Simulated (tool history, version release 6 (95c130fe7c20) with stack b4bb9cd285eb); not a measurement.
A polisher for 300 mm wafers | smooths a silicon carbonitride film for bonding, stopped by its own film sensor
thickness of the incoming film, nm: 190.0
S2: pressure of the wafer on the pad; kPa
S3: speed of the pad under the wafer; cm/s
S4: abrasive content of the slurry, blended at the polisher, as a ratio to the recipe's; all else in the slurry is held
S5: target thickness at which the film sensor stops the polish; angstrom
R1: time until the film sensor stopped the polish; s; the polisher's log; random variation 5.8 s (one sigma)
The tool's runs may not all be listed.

run 1 hour=0 | flow_of_slurry_(ml/min)=165 S2=13.1 S3=78 S4=1 S5=1500 | R1=209.13
run 2 hour=8.6 | flow_of_slurry_(ml/min)=165 S2=11 S3=78 S4=1 S5=1500 | R1=257.83
run 3 hour=14.5 | flow_of_slurry_(ml/min)=165 S2=10.3 S3=76 S4=1 S5=1500 | R1=279.26
run 4 hour=19.4 | flow_of_slurry_(ml/min)=165 S2=10.3 S3=76 S4=1.2 S5=1500 | R1=258.16
run 5 hour=20.3 | flow_of_slurry_(ml/min)=165 S2=9.7 S3=74 S4=1.2 S5=1500 | R1=275.95
run 6 hour=28.8 | flow_of_slurry_(ml/min)=165 S2=9.7 S3=86 S4=1.2 S5=1500 | R1=250.03
run 7 hour=37.4 | flow_of_slurry_(ml/min)=165 S2=9 S3=82 S4=1.2 S5=1500 | R1=272.47
run 8 hour=42.6 | flow_of_slurry_(ml/min)=165 S2=8.3 S3=78 S4=1.2 S5=1500 | R1=305.97
run 9 hour=51.4 | flow_of_slurry_(ml/min)=165 S2=8.3 S3=76 S4=1.2 S5=1500 | R1=308.66
run 10 hour=60.2 | flow_of_slurry_(ml/min)=165 S2=8.3 S3=74 S4=1.2 S5=1500 | R1=322.45
run 11 hour=66.5 | flow_of_slurry_(ml/min)=165 S2=8.3 S3=72 S4=1.2 S5=1500 | R1=330.69

The next listed run, before its measurement:
run 12 hour=71.1 | flow_of_slurry_(ml/min)=165 S2=8.3 S3=70 S4=1.2 S5=1500 | R1=?

R1: 335.32 s
